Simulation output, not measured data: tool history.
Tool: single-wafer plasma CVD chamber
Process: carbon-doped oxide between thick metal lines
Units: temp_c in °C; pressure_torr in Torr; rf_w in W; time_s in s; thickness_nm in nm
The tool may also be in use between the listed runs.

| run | hour | temp_c | pressure_torr | rf_w | time_s | thickness_nm |
|---|---|---|---|---|---|---|
| 1 | 0.0 | 345 | 6.00 | 385 | 233 | 1084.2 |
| 2 | 5.5 | 345 | 6.00 | 340 | 233 | 1009.1 |
| 3 | 10.7 | 345 | 6.00 | 295 | 233 | 943.7 |
| 4 | 14.2 | 342 | 6.40 | 330 | 234 | 1029.0 |
| 5 | 17.8 | 338 | 6.40 | 330 | 234 | 1031.2 |
| 6 | 25.8 | 338 | 5.39 | 330 | 234 | 1009.7 |
| 7 | 33.9 | 335 | 5.89 | 350 | 234 | 1053.6 |
| 8 | 42.1 | 334 | 6.33 | 365 | 234 | 1096.6 |

Run 9 comes next. What will it give?
| 9 | 48.7 | 333 | 6.70 | 375 | 234 | ? |

thickness_nm: 1130.1 nm

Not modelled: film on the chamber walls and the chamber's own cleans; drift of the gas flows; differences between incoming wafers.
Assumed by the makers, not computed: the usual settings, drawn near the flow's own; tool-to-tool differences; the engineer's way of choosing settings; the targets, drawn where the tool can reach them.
